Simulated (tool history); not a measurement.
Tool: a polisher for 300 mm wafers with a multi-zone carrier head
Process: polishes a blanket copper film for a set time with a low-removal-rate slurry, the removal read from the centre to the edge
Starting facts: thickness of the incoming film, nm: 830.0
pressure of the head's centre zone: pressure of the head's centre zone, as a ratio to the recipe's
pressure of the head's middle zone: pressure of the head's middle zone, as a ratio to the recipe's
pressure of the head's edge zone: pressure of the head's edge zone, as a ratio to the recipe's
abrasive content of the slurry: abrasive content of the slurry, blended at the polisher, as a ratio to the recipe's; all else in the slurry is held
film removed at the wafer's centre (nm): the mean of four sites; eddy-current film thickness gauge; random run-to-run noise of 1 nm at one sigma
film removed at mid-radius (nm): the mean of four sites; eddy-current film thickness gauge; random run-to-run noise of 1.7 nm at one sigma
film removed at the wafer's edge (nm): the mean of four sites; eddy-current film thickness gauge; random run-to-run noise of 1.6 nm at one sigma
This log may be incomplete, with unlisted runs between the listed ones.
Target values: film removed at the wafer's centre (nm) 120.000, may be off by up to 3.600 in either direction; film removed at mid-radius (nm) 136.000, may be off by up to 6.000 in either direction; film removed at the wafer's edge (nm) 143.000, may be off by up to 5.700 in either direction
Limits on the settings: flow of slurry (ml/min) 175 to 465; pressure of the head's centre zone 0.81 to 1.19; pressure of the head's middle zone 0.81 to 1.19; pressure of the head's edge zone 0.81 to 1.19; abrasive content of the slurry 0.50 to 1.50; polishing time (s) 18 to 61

run,hour,flow of slurry (ml/min),pressure of the head's centre zone,pressure of the head's middle zone,pressure of the head's edge zone,abrasive content of the slurry,polishing time (s),film removed at the wafer's centre (nm),film removed at mid-radius (nm),film removed at the wafer's edge (nm)
1,0.0,295,1.00,1.00,1.00,1.00,39,137.190,143.300,139.510
2,8.8,290,0.98,0.99,1.01,1.00,39,134.390,140.030,139.900
3,16.9,290,0.98,0.93,1.01,1.00,39,135.280,133.690,138.140
4,22.1,290,0.98,0.86,1.01,1.00,39,134.470,131.920,139.580
5,27.0,290,0.98,0.86,1.01,1.00,30,103.160,99.211,108.540
6,27.9,290,0.98,0.81,1.01,1.00,30,103.850,96.161,106.040
7,35.5,290,0.97,0.85,1.03,1.10,30,104.790,101.230,112.040
8,39.7,295,0.97,0.89,1.05,1.15,30,105.540,104.960,114.760

Consider the 5 candidate settings below. Which is the only one whose results all fall within their allowed miss of target?
A,43.9,390,1.15,1.05,0.81,0.65,32,?,?,?
B,43.9,220,0.88,0.94,1.08,1.50,36,?,?,?
C,43.9,335,0.81,1.19,0.82,1.10,33,?,?,?
D,43.9,280,0.95,0.98,1.02,1.10,36,?,?,?
E,43.9,280,1.15,0.81,1.14,1.15,24,?,?,?

move,film removed at the wafer's centre (nm),film removed at mid-radius (nm),film removed at the wafer's edge (nm)
A,122.380,111.370,95.741
B,119.590,134.550,140.980
C,97.471,136.370,109.230
D,123.190,131.050,130.090
E,100.400,79.430,92.385
A: its largest miss is bigger than the last run's
B: all results in spec
C: meets the target for the result that was furthest off, but another lies outside its allowed miss
D: meets the target for the result that was furthest off, but another lies outside its allowed miss
E: its largest miss is bigger than the last run's
B is the move that brings every result within its allowed miss.

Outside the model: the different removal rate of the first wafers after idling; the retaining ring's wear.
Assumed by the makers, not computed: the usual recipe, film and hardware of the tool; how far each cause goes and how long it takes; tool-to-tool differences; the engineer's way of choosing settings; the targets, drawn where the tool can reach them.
